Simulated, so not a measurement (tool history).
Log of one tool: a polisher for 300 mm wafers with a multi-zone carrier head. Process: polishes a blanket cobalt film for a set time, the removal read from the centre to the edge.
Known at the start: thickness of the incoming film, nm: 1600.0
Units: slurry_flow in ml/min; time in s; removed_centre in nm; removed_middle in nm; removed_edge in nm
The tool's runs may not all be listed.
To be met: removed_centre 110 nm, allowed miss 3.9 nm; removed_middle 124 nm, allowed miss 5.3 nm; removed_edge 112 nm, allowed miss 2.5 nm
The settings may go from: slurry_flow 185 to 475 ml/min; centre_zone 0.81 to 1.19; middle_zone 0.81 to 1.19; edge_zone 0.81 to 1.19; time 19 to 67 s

run  hour  slurry_flow  centre_zone  middle_zone  edge_zone  time  removed_centre  removed_middle  removed_edge
  1     0          305            1            1          1    43          141.78          139.01        140.21
  2   3.4          300         0.98         1.01       0.96    42          136.83          138.78        136.15
  3   8.1          300         0.98         1.01       0.96    32          105.08          104.47        104.28
  4  15.2          300         0.98         1.01       1.04    32          104.19          105.39        106.96
  5  18.7          300         0.98         1.08       1.04    32          103.54          110.41        107.37
  6  26.2          250         0.98         1.08       1.04    32          101.19          109.58        106.26
  7  34.6          250         0.98         1.08       1.04    32          100.77          110.05        105.76
  8  39.7          265         0.99          1.1       1.05    32          100.67          109.03        107.95
  9  44.1          270         0.99         1.11       1.01    33          103.84          111.79        108.31

Which of these 5 next moves meets every target?
  A  48.5          265         0.93         1.08       0.91    36               ?               ?             ?
  B  48.5          215         0.91         1.19       0.99    35               ?               ?             ?
  C  48.5          310         0.95         1.07       1.02    32               ?               ?             ?
  D  48.5          185         0.91         1.19       0.81    36               ?               ?             ?
  E  48.5          195         0.99         1.18       0.88    36               ?               ?             ?

move  removed_centre  removed_middle  removed_edge
   A          107.14          124.55        112.86
   B          98.667           126.1        111.54
   C          99.225          111.91        107.35
   D          98.506          126.34        102.63
   E          108.43          126.74        107.27
A: meets every target
B: brings the result that was furthest off to its target, and leaves another outside
C: further off than the last run
D: brings the result that was furthest off to its target, and leaves another outside
E: brings the result that was furthest off to its target, and leaves another outside
Answer: A
